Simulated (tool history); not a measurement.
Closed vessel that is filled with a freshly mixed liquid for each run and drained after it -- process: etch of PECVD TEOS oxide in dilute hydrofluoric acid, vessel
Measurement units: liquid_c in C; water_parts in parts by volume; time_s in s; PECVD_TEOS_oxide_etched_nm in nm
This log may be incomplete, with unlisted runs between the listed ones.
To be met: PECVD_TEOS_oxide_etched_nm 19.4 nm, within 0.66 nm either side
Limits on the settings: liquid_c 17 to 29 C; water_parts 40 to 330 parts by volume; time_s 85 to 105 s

{"run": 1, "hour": 0.0, "liquid_c": 21, "water_parts": 185, "time_s": 105, "PECVD_TEOS_oxide_etched_nm": 7.4604}
{"run": 2, "hour": 4.2, "liquid_c": 24, "water_parts": 185, "time_s": 105, "PECVD_TEOS_oxide_etched_nm": 8.2758}
{"run": 3, "hour": 11.1, "liquid_c": 24, "water_parts": 185, "time_s": 85, "PECVD_TEOS_oxide_etched_nm": 6.7182}
{"run": 4, "hour": 14.9, "liquid_c": 24.5, "water_parts": 140, "time_s": 90, "PECVD_TEOS_oxide_etched_nm": 10.26}
{"run": 5, "hour": 18.9, "liquid_c": 24.5, "water_parts": 140, "time_s": 85, "PECVD_TEOS_oxide_etched_nm": 9.5341}
{"hour": 24.5, "done": "thermometer replaced"}
{"run": 6, "hour": 24.5, "liquid_c": 22, "water_parts": 140, "time_s": 85, "PECVD_TEOS_oxide_etched_nm": 8.994}
{"run": 7, "hour": 30.2, "liquid_c": 23.5, "water_parts": 115, "time_s": 85, "PECVD_TEOS_oxide_etched_nm": 12.065}
{"run": 8, "hour": 32.5, "liquid_c": 24.5, "water_parts": 100, "time_s": 85, "PECVD_TEOS_oxide_etched_nm": 14.819}
{"run": 9, "hour": 35.4, "liquid_c": 24.5, "water_parts": 100, "time_s": 85, "PECVD_TEOS_oxide_etched_nm": 14.579}
{"run": 10, "hour": 38.8, "liquid_c": 25.5, "water_parts": 95, "time_s": 85, "PECVD_TEOS_oxide_etched_nm": 16.286}
{"run": 11, "hour": 45.4, "liquid_c": 26.5, "water_parts": 95, "time_s": 85, "PECVD_TEOS_oxide_etched_nm": 17.106}
{"run": 12, "hour": 48.4, "liquid_c": 27, "water_parts": 95, "time_s": 85, "PECVD_TEOS_oxide_etched_nm": 17.194}
{"run": 13, "hour": 50.3, "liquid_c": 27.5, "water_parts": 95, "time_s": 85, "PECVD_TEOS_oxide_etched_nm": 17.863}
{"run": 14, "hour": 53.8, "liquid_c": 28, "water_parts": 95, "time_s": 85, "PECVD_TEOS_oxide_etched_nm": 18.167}
{"run": 15, "hour": 59.5, "liquid_c": 28, "water_parts": 95, "time_s": 85, "PECVD_TEOS_oxide_etched_nm": 17.775}

Next run, 5 choices. One meets every target within its allowed miss, the rest don't. Which?
{"run": "A", "hour": 65.2, "liquid_c": 27.5, "water_parts": 95, "time_s": 85, "PECVD_TEOS_oxide_etched_nm": "?"}
{"run": "B", "hour": 65.2, "liquid_c": 29, "water_parts": 110, "time_s": 95, "PECVD_TEOS_oxide_etched_nm": "?"}
{"run": "C", "hour": 65.2, "liquid_c": 25, "water_parts": 95, "time_s": 95, "PECVD_TEOS_oxide_etched_nm": "?"}
{"run": "D", "hour": 65.2, "liquid_c": 28.5, "water_parts": 95, "time_s": 85, "PECVD_TEOS_oxide_etched_nm": "?"}
{"run": "E", "hour": 65.2, "liquid_c": 29, "water_parts": 110, "time_s": 105, "PECVD_TEOS_oxide_etched_nm": "?"}

move=A PECVD_TEOS_oxide_etched_nm=17.185
move=B PECVD_TEOS_oxide_etched_nm=17.208
move=C PECVD_TEOS_oxide_etched_nm=17.424
move=D PECVD_TEOS_oxide_etched_nm=17.856
move=E PECVD_TEOS_oxide_etched_nm=19.02
A: misses by more than the last run did
B: misses by more than the last run did
C: misses by more than the last run did
D: roughly where the last run was
E: hits every target within its allowed miss
So the answer is move E, the one that meets all the targets.

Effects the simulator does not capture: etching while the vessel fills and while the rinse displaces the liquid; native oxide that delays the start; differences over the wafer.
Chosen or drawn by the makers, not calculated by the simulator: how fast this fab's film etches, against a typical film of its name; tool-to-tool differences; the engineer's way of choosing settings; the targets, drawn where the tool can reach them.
